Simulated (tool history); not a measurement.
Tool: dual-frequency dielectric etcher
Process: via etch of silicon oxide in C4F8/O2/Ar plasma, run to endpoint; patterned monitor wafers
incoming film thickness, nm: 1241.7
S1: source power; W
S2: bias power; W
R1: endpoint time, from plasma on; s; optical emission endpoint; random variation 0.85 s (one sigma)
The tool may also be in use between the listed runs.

| run | hour | S1 | S2 | R1 |
|---|---|---|---|---|
| 1 | 0.0 | 2490 | 2119 | 209.16 |
| 2 | 6.8 | 2580 | 2130 | 204.32 |
| 3 | 12.7 | 2630 | 2136 | 204.03 |
| 4 | 19.7 | 2200 | 2136 | 226.18 |
|  | 23.4 | wet clean of the chamber |
| 5 | 23.4 | 2200 | 1918 | 241.81 |
| 6 | 30.3 | 2530 | 1918 | 222.14 |
| 7 | 31.3 | 2650 | 1923 | 215.50 |
| 8 | 38.9 | 2740 | 1927 | 210.33 |
| 9 | 39.5 | 2810 | 1930 | 207.85 |
| 10 | 47.5 | 2870 | 1933 | 207.21 |
| 11 | 56.4 | 2940 | 1937 | 205.24 |
| 12 | 63.4 | 3000 | 1941 | 200.40 |
| 13 | 65.8 | 3000 | 1941 | 202.31 |
| 14 | 70.8 | 3040 | 1944 | 198.52 |

Run 15 comes next. What will it give?
| 15 | 75.0 | 3060 | 1945 | ? |

{"run 15": {"R1": 197.66}}
